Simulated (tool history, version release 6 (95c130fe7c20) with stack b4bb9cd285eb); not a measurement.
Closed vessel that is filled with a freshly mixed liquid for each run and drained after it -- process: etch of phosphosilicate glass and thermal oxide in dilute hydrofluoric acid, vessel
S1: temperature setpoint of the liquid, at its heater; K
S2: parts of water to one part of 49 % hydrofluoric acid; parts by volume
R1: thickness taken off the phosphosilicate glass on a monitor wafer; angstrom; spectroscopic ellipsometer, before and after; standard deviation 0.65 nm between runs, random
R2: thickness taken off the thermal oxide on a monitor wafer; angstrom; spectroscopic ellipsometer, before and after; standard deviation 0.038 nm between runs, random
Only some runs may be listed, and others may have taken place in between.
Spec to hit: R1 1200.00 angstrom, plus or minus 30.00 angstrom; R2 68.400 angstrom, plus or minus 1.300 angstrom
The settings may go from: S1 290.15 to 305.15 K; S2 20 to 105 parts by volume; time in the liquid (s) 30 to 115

{"run": 1, "hour": 0.0, "S1": 297.15, "S2": 55, "time in the liquid (s)": 60, "R1": 810.56, "R2": 45.892}
{"run": 2, "hour": 4.1, "S1": 297.15, "S2": 65, "time in the liquid (s)": 60, "R1": 670.3, "R2": 38.24}
{"run": 3, "hour": 13.1, "S1": 297.15, "S2": 50, "time in the liquid (s)": 60, "R1": 890.27, "R2": 50.841}
{"run": 4, "hour": 19.1, "S1": 299.65, "S2": 50, "time in the liquid (s)": 60, "R1": 988.77, "R2": 56.273}
{"run": 5, "hour": 20.6, "S1": 300.15, "S2": 50, "time in the liquid (s)": 60, "R1": 1019.9, "R2": 58.008}
{"run": 6, "hour": 26.3, "S1": 300.65, "S2": 50, "time in the liquid (s)": 60, "R1": 1024.9, "R2": 58.4}
{"run": 7, "hour": 31.3, "S1": 301.15, "S2": 50, "time in the liquid (s)": 60, "R1": 1048.3, "R2": 59.856}
{"run": 8, "hour": 39.9, "S1": 301.65, "S2": 50, "time in the liquid (s)": 60, "R1": 1077.6, "R2": 61.073}

Pick the move, out of 4, that brings all results within their allowed miss; only one does.
{"run": "A", "hour": 48.5, "S1": 290.15, "S2": 20, "time in the liquid (s)": 40, "R1": "?", "R2": "?"}
{"run": "B", "hour": 48.5, "S1": 299.65, "S2": 45, "time in the liquid (s)": 65, "R1": "?", "R2": "?"}
{"run": "C", "hour": 48.5, "S1": 300.65, "S2": 45, "time in the liquid (s)": 60, "R1": "?", "R2": "?"}
{"run": "D", "hour": 48.5, "S1": 302.65, "S2": 55, "time in the liquid (s)": 75, "R1": "?", "R2": "?"}

move=A R1=1140.80 R2=64.953
move=B R1=1195.00 R2=68.034
move=C R1=1148.50 R2=65.388
move=D R1=1253.00 R2=71.337
A: gains on the last run, yet a result remains outside its allowed miss
B: all results in spec
C: gains on the last run, yet a result remains outside its allowed miss
D: pushes the last run's worst result past its target
B is the move that brings every result within its allowed miss.
